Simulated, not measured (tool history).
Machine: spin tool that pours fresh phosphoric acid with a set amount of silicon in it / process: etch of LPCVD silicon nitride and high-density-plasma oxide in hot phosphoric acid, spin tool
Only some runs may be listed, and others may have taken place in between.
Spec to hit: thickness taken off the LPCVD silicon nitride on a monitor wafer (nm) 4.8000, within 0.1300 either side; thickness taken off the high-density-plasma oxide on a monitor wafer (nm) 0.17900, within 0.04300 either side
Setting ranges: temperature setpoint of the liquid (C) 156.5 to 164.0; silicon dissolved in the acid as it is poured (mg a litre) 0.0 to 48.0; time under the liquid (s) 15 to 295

run  hour  temperature setpoint of the liquid (C)  silicon dissolved in the acid as it is poured (mg a litre)  time under the liquid (s)  thickness taken off the LPCVD silicon nitride on a monitor wafer (nm)  thickness taken off the high-density-plasma oxide on a monitor wafer (nm)
  1   0.0                                   159.0                                                        21.0                        150                                                                11.0850                                                                    0.38829
  2   7.6                                   159.0                                                        29.5                        150                                                                10.9540                                                                    0.29633
  3   9.9                                   159.0                                                        29.5                         90                                                                 6.5962                                                                    0.18610
  4  13.7                                   158.5                                                        27.0                         80                                                                 5.8688                                                                    0.16115
  5  21.8                                   158.0                                                        23.0                         75                                                                 5.3727                                                                    0.16449
  6  22.5                                   158.0                                                        14.0                         75                                                                 5.3739                                                                    0.22761
  7  25.3                                   158.0                                                        14.0                         75                                                                 5.3374                                                                    0.19933
  8  32.1                                   157.5                                                        13.0                         75                                                                 5.2623                                                                    0.21491
  9  39.8                                   157.5                                                        13.5                         75                                                                 5.2535                                                                    0.20209
 10  46.6                                   156.5                                                        13.5                         65                                                                 4.4073                                                                    0.17615
 11  52.9                                   157.0                                                        14.0                         65                                                                 4.4685                                                                    0.16782
 12  59.9                                   157.0                                                        14.5                         65                                                                 4.5247                                                                    0.16627
 13  60.5                                   158.5                                                        16.0                         70                                                                 5.0861                                                                    0.19715
 14  69.4                                   158.0                                                        16.0                         70                                                                 5.0099                                                                    0.20210

5 next moves are on the table. One of them brings every result within its allowed miss. Which?
  A  78.3                                   157.0                                                        14.0                         70                                                                      ?                                                                          ?
  B  78.3                                   157.0                                                        12.0                         75                                                                      ?                                                                          ?
  C  78.3                                   159.0                                                        12.5                         75                                                                      ?                                                                          ?
  D  78.3                                   159.0                                                         6.0                         70                                                                      ?                                                                          ?
  E  78.3                                   156.5                                                        16.5                         75                                                                      ?                                                                          ?

move  thickness taken off the LPCVD silicon nitride on a monitor wafer (nm)  thickness taken off the high-density-plasma oxide on a monitor wafer (nm)
   A                                                                 4.7539                                                                    0.18671
   B                                                                 5.0934                                                                    0.20980
   C                                                                 5.4507                                                                    0.24082
   D                                                                 5.0873                                                                    0.25914
   E                                                                 5.0073                                                                    0.18091
A: every result lands within tolerance
B: lands further from the targets than the last run did
C: lands further from the targets than the last run did
D: lands further from the targets than the last run did
E: neither nearer nor further off than the last run
Answer: A

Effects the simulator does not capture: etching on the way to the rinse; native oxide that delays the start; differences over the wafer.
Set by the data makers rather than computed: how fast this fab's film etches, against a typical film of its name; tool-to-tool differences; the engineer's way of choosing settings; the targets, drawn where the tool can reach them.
